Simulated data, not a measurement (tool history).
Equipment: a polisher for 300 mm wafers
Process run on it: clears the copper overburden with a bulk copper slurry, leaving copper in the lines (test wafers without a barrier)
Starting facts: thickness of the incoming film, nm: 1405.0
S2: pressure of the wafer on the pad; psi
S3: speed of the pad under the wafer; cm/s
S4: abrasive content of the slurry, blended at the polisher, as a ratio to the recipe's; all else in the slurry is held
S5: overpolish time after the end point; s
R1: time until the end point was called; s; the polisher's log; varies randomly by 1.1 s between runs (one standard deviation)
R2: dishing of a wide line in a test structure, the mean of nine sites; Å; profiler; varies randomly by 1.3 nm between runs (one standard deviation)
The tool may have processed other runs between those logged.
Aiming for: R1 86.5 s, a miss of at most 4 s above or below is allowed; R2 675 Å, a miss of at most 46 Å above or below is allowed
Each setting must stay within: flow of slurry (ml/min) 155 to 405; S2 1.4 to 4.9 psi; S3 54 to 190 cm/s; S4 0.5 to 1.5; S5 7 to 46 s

run 1 day=0 | flow_of_slurry_(ml/min)=260 S2=3.1 S3=122 S4=1 S5=24 | R1=116.59 R2=640.34
run 2 day=0.175 | flow_of_slurry_(ml/min)=260 S2=3.1 S3=132 S4=1 S5=24 | R1=112.34 R2=642.09
run 3 day=0.508 | flow_of_slurry_(ml/min)=260 S2=3.1 S3=150 S4=1 S5=24 | R1=95.618 R2=672.76
run 4 day=0.617 | flow_of_slurry_(ml/min)=220 S2=3.1 S3=150 S4=1 S5=24 | R1=97.235 R2=658.37
run 5 day=0.638 | flow_of_slurry_(ml/min)=220 S2=3.3 S3=150 S4=1 S5=23 | R1=94.002 R2=673.11
run 6 day=0.738 | flow_of_slurry_(ml/min)=220 S2=3.3 S3=150 S4=1 S5=29 | R1=91.284 R2=684.72
run 7 day=0.762 | flow_of_slurry_(ml/min)=220 S2=3.3 S3=150 S4=1 S5=28 | R1=94.053 R2=697.3
run 8 day=0.929 | flow_of_slurry_(ml/min)=220 S2=3.3 S3=150 S4=1 S5=27 | R1=91.634 R2=677.92

Exercise: of the 5 proposed moves below, exactly one satisfies all targets within the stated allowed misses. Which move is it?
run A day=1.096 | flow_of_slurry_(ml/min)=285 S2=3.5 S3=124 S4=1.15 S5=38 | R1=? R2=?
run B day=1.096 | flow_of_slurry_(ml/min)=205 S2=3.5 S3=150 S4=1 S5=21 | R1=? R2=?
run C day=1.096 | flow_of_slurry_(ml/min)=255 S2=3 S3=152 S4=0.85 S5=38 | R1=? R2=?
run D day=1.096 | flow_of_slurry_(ml/min)=195 S2=3.4 S3=176 S4=1 S5=13 | R1=? R2=?
run E day=1.096 | flow_of_slurry_(ml/min)=180 S2=4 S3=118 S4=1.05 S5=26 | R1=? R2=?

move=A R1=100.85 R2=681.99
move=B R1=89.317 R2=666.67
move=C R1=102.42 R2=656.98
move=D R1=78.984 R2=628.53
move=E R1=100.3 R2=691.26
A: further off than the last run
B: all results land within tolerance of their targets
C: further off than the last run
D: pushes the last run's worst result past its target
E: further off than the last run
The move that meets every target is B.
